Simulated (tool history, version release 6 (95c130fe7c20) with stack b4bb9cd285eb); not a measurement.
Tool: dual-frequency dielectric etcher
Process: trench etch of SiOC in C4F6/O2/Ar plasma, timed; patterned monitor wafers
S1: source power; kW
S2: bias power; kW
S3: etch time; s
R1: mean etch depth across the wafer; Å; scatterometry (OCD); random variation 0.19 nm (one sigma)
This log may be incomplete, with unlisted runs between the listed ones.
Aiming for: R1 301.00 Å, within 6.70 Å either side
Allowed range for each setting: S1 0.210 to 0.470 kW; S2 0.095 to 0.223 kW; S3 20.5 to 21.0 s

run 1 hour=0.0 | S1=0.340 S2=0.159 S3=20.5 | R1=404.10
run 2 hour=8.2 | S1=0.390 S2=0.159 S3=20.5 | R1=438.88
run 3 hour=12.7 | S1=0.390 S2=0.159 S3=20.5 | R1=440.01
run 4 hour=15.5 | S1=0.390 S2=0.183 S3=20.5 | R1=462.25
run 5 hour=21.7 | S1=0.390 S2=0.200 S3=20.5 | R1=478.66
run 6 hour=23.1 | S1=0.360 S2=0.187 S3=20.5 | R1=447.21
run 7 hour=27.6 | S1=0.340 S2=0.176 S3=20.5 | R1=422.23
run 8 hour=32.3 | S1=0.320 S2=0.167 S3=20.5 | R1=400.22
run 9 hour=36.3 | S1=0.300 S2=0.160 S3=20.5 | R1=376.29
run 10 hour=37.2 | S1=0.290 S2=0.156 S3=20.5 | R1=361.91
run 11 hour=44.6 | S1=0.280 S2=0.154 S3=20.5 | R1=352.36
run 12 hour=50.5 | S1=0.220 S2=0.122 S3=20.5 | R1=264.73
run 13 hour=59.2 | S1=0.230 S2=0.122 S3=20.5 | R1=277.70
run 14 hour=63.6 | S1=0.270 S2=0.126 S3=20.5 | R1=321.84
run 15 hour=66.2 | S1=0.260 S2=0.125 S3=20.5 | R1=309.50

Which one of the following 5 next-run settings gets every result inside its allowed miss? There is exactly one.
run A hour=68.8 | S1=0.270 S2=0.120 S3=20.5 | R1=?
run B hour=68.8 | S1=0.280 S2=0.117 S3=20.5 | R1=?
run C hour=68.8 | S1=0.250 S2=0.116 S3=21.0 | R1=?
run D hour=68.8 | S1=0.260 S2=0.126 S3=21.0 | R1=?
run E hour=68.8 | S1=0.250 S2=0.135 S3=21.0 | R1=?

move=A R1=313.18
move=B R1=318.84
move=C R1=298.57
move=D R1=317.22
move=E R1=315.37
A: misses by more than the last run did
B: misses by more than the last run did
C: all results in spec
D: misses by more than the last run did
E: misses by more than the last run did
The right move is C.

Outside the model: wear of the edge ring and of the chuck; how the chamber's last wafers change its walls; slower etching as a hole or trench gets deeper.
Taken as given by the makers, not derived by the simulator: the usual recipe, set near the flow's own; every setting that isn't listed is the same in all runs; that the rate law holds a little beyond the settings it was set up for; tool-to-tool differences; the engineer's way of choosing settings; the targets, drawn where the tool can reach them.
